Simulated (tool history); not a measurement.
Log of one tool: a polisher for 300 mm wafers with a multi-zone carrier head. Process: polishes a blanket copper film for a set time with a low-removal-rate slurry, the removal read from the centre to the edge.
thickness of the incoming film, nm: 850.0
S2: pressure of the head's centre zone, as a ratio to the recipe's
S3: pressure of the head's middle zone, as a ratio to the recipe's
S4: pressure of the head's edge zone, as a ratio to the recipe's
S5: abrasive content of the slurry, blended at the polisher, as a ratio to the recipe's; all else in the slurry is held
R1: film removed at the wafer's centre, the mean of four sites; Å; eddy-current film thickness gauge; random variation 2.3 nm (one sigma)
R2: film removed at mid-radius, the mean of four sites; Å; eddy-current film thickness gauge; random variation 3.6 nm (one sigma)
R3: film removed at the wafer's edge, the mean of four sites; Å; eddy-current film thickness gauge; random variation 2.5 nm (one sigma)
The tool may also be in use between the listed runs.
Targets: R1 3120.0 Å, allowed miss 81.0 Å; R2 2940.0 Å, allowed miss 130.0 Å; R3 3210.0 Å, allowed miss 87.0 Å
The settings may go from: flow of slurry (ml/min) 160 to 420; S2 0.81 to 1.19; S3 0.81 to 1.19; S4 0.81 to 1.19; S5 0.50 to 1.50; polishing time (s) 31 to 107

{"run": 1, "hour": 0.0, "flow of slurry (ml/min)": 270, "S2": 1.0, "S3": 1.0, "S4": 1.0, "S5": 1.0, "polishing time (s)": 69, "R1": 2631.8, "R2": 2609.0, "R3": 2644.8}
{"run": 2, "hour": 4.7, "flow of slurry (ml/min)": 275, "S2": 1.01, "S3": 1.0, "S4": 1.03, "S5": 1.05, "polishing time (s)": 69, "R1": 2722.3, "R2": 2659.4, "R3": 2691.3}
{"run": 3, "hour": 13.4, "flow of slurry (ml/min)": 275, "S2": 1.0, "S3": 0.99, "S4": 1.05, "S5": 1.1, "polishing time (s)": 70, "R1": 2754.3, "R2": 2686.4, "R3": 2796.4}
{"run": 4, "hour": 22.0, "flow of slurry (ml/min)": 280, "S2": 1.0, "S3": 0.99, "S4": 1.07, "S5": 1.15, "polishing time (s)": 70, "R1": 2776.9, "R2": 2752.2, "R3": 2835.3}
{"run": 5, "hour": 28.1, "flow of slurry (ml/min)": 320, "S2": 1.0, "S3": 0.99, "S4": 1.07, "S5": 1.15, "polishing time (s)": 70, "R1": 2821.7, "R2": 2718.7, "R3": 2879.2}
{"run": 6, "hour": 30.8, "flow of slurry (ml/min)": 320, "S2": 1.0, "S3": 0.99, "S4": 1.07, "S5": 1.15, "polishing time (s)": 82, "R1": 3317.6, "R2": 3273.9, "R3": 3385.2}
{"run": 7, "hour": 33.2, "flow of slurry (ml/min)": 315, "S2": 1.0, "S3": 0.98, "S4": 1.06, "S5": 1.15, "polishing time (s)": 82, "R1": 3327.7, "R2": 3178.1, "R3": 3345.0}
{"run": 8, "hour": 37.2, "flow of slurry (ml/min)": 310, "S2": 0.99, "S3": 0.97, "S4": 1.05, "S5": 1.15, "polishing time (s)": 82, "R1": 3278.7, "R2": 3168.2, "R3": 3313.2}

Which of these 4 next moves meets every target?
{"run": "A", "hour": 41.2, "flow of slurry (ml/min)": 360, "S2": 1.0, "S3": 0.96, "S4": 1.1, "S5": 1.3, "polishing time (s)": 74, "R1": "?", "R2": "?", "R3": "?"}
{"run": "B", "hour": 41.2, "flow of slurry (ml/min)": 320, "S2": 0.96, "S3": 1.01, "S4": 1.1, "S5": 1.1, "polishing time (s)": 81, "R1": "?", "R2": "?", "R3": "?"}
{"run": "C", "hour": 41.2, "flow of slurry (ml/min)": 220, "S2": 0.85, "S3": 0.98, "S4": 1.05, "S5": 1.1, "polishing time (s)": 88, "R1": "?", "R2": "?", "R3": "?"}
{"run": "D", "hour": 41.2, "flow of slurry (ml/min)": 325, "S2": 0.94, "S3": 1.0, "S4": 1.02, "S5": 1.15, "polishing time (s)": 80, "R1": "?", "R2": "?", "R3": "?"}

move=A R1=3134.6 R2=2958.3 R3=3237.0
move=B R1=3137.5 R2=3223.0 R3=3384.2
move=C R1=2875.5 R2=3273.4 R3=3479.7
move=D R1=3068.4 R2=3193.2 R3=3255.3
A: meets every target
B: brings the result that was furthest off to its target, and leaves another outside
C: takes the result that was furthest off past its target
D: brings the result that was furthest off to its target, and leaves another outside
Answer: A
